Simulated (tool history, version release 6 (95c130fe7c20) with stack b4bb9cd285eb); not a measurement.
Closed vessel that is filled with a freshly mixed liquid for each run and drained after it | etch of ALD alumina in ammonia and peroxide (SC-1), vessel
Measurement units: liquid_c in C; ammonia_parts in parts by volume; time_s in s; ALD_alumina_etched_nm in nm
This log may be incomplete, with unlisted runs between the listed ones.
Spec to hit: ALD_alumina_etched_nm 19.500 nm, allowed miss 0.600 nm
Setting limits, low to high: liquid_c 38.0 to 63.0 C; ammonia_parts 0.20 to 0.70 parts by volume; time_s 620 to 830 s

run,day,liquid_c,ammonia_parts,time_s,ALD_alumina_etched_nm
1,0.000,47.0,0.40,830,26.663
2,0.354,47.0,0.30,830,25.465
3,0.642,47.0,0.40,830,26.287
4,0.958,50.5,0.40,830,32.563
5,1.367,54.5,0.40,830,40.051
# day 1.675: thermometer replaced
6,1.675,50.5,0.40,830,28.649
7,1.758,48.0,0.40,830,25.170
8,1.929,47.0,0.40,830,23.847
9,2.171,46.0,0.40,830,22.342
10,2.367,45.5,0.40,830,21.794
11,2.658,45.0,0.40,830,21.197
12,3.042,44.5,0.40,830,20.557

5 next moves are on the table. One of them brings every result within its allowed miss. Which?
A,3.425,44.0,0.55,730,?
B,3.425,45.5,0.40,690,?
C,3.425,46.0,0.40,815,?
D,3.425,43.5,0.55,805,?
E,3.425,45.0,0.45,705,?

move,ALD_alumina_etched_nm
A,18.198
B,18.177
C,22.087
D,19.499
E,18.255
A: takes the result that was furthest off past its target
B: takes the result that was furthest off past its target
C: further off than the last run
D: all results land within tolerance of their targets
E: takes the result that was furthest off past its target
Go with D: it meets all targets.
